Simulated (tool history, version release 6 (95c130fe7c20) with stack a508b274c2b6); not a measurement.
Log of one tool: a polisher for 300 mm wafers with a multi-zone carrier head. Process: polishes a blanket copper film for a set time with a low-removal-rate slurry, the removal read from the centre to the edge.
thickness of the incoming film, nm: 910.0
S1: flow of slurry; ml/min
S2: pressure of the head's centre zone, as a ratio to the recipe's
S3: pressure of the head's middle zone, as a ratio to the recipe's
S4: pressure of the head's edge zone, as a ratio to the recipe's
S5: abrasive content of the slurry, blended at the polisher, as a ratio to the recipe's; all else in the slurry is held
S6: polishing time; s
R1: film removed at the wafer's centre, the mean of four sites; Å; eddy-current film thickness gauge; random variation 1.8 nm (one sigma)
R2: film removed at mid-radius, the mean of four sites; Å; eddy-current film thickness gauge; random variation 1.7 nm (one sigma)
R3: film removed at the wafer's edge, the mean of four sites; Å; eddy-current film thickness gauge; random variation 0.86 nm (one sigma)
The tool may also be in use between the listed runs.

run 1 hour=0 | S1=230 S2=1 S3=1 S4=1 S5=1 S6=68 | R1=1225 R2=1233.2 R3=1248.9
run 2 hour=3.6 | S1=185 S2=1 S3=1 S4=1 S5=1 S6=68 | R1=1163.3 R2=1147.5 R3=1211.5
run 3 hour=11.1 | S1=185 S2=1 S3=1 S4=0.95 S5=1 S6=68 | R1=1190 R2=1209.1 R3=1190.2
run 4 hour=16 | S1=140 S2=1 S3=1 S4=0.95 S5=1 S6=68 | R1=1114 R2=1100.1 R3=1131.1
run 5 hour=19.1 | S1=140 S2=1 S3=1 S4=0.95 S5=1 S6=68 | R1=1103.1 R2=1099.6 R3=1127.5
run 6 hour=27.4 | S1=140 S2=1 S3=1 S4=0.95 S5=0.85 S6=68 | R1=1031.7 R2=1079.2 R3=1067.7
run 7 hour=31.6 | S1=200 S2=1.03 S3=0.96 S4=1.01 S5=0.85 S6=68 | R1=1132.6 R2=1096 R3=1180.8

Run 8 comes next. What will it give?
run 8 hour=34.2 | S1=240 S2=1.06 S3=0.93 S4=1.03 S5=0.85 S6=68 | R1=? R2=? R3=?

R1: 1237.4 Å
R2: 1113.9 Å
R3: 1206.5 Å
